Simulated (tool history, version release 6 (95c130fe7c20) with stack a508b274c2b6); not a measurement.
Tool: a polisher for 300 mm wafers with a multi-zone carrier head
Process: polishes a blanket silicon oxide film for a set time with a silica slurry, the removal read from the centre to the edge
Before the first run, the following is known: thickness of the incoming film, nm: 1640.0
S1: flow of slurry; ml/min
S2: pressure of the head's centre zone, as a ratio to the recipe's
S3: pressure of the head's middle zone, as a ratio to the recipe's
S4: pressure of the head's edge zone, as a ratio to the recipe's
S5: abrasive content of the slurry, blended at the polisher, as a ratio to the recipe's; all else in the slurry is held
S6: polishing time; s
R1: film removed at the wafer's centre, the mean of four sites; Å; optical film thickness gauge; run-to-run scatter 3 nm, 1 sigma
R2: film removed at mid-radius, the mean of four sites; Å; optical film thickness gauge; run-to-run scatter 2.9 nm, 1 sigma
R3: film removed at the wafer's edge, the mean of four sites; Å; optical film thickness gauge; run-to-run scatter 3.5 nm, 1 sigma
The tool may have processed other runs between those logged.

run,hour,S1,S2,S3,S4,S5,S6,R1,R2,R3
1,0.0,200,1.00,1.00,1.00,1.00,72,1759.5,1884.1,1836.7
2,3.4,200,1.00,1.00,1.03,1.00,72,1793.7,1901.6,1868.4
3,7.5,200,0.93,1.00,1.03,1.00,72,1622.7,1890.8,1868.2
4,15.8,200,0.93,1.00,1.06,1.00,72,1652.9,1900.7,1911.8
5,22.4,200,0.93,1.00,1.13,1.00,72,1659.0,1870.7,1952.1
6,24.6,200,0.93,1.00,1.13,1.10,72,1729.4,1987.0,2055.1
7,30.1,210,0.97,1.01,1.14,1.15,75,1921.9,2091.0,2195.6
# hour 35.3: worn pad replaced by a new one
8,35.3,260,1.07,1.11,1.12,1.40,95,3466.6,3632.3,3505.6

Predict the results of run 9:
9,35.9,255,1.08,1.10,1.10,1.40,95,?,?,?

R1: 3582.0 Å
R2: 3580.8 Å
R3: 3461.0 Å
